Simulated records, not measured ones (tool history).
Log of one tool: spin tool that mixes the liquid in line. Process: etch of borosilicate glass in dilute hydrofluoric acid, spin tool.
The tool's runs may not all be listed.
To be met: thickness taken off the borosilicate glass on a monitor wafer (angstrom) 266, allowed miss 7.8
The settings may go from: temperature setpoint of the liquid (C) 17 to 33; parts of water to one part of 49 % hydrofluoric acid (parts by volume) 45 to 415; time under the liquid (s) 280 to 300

| run | hour | temperature setpoint of the liquid (C) | parts of water to one part of 49 % hydrofluoric acid (parts by volume) | time under the liquid (s) | thickness taken off the borosilicate glass on a monitor wafer (angstrom) |
|---|---|---|---|---|---|
| 1 | 0 | 25 | 230 | 280 | 347.66 |
| 2 | 8.2 | 28.5 | 230 | 280 | 394.09 |
| 3 | 17.2 | 27.5 | 230 | 280 | 380.01 |
| 4 | 20.4 | 27.5 | 185 | 280 | 496.18 |
| 5 | 28.8 | 26 | 185 | 280 | 466.15 |
| 6 | 31.8 | 25 | 190 | 280 | 441.24 |
| 7 | 35.2 | 24 | 195 | 280 | 408.57 |
| 8 | 41.6 | 23.5 | 200 | 280 | 392.08 |
| 9 | 47.6 | 23 | 205 | 280 | 376.07 |
| 10 | 55.9 | 22.5 | 210 | 280 | 351.08 |

5 next moves are on the table. One of them brings every result within its allowed miss. Which?
| A | 64.2 | 20.5 | 265 | 280 | ? |
| B | 64.2 | 22.5 | 275 | 280 | ? |
| C | 64.2 | 24 | 230 | 280 | ? |
| D | 64.2 | 20 | 250 | 285 | ? |
| E | 64.2 | 24.5 | 180 | 295 | ? |

| move | thickness taken off the borosilicate glass on a monitor wafer (angstrom) |
|---|---|
| A | 245.78 |
| B | 252.35 |
| C | 333.18 |
| D | 263.95 |
| E | 482.11 |
A: takes the result that was furthest off past its target
B: takes the result that was furthest off past its target
C: nearer than the last run, and not there yet
D: meets every target
E: further off than the last run
Move D is the one to make.
